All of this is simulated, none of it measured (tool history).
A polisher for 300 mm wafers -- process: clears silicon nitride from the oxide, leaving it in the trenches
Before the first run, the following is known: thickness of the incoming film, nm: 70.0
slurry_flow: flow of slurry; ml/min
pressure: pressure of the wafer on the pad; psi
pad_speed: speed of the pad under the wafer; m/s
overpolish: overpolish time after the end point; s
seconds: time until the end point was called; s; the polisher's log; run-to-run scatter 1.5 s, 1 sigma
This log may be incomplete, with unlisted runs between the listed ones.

run,hour,slurry_flow,pressure,pad_speed,overpolish,seconds
1,0.0,225,2.2,1.20,10,67.731
2,5.9,225,1.9,1.20,10,78.886
3,9.5,225,1.9,1.20,8,78.086
4,11.7,225,1.8,1.20,8,83.723
5,13.2,225,1.7,1.20,8,86.280
6,18.9,225,1.7,1.38,8,76.065
7,23.7,225,1.6,1.36,8,80.239
8,30.8,225,1.5,1.34,8,88.464

Estimate the outcome of run 9 from the log above:
9,34.8,225,1.4,1.34,8,?

Logged for run 9: seconds 92.516 s.

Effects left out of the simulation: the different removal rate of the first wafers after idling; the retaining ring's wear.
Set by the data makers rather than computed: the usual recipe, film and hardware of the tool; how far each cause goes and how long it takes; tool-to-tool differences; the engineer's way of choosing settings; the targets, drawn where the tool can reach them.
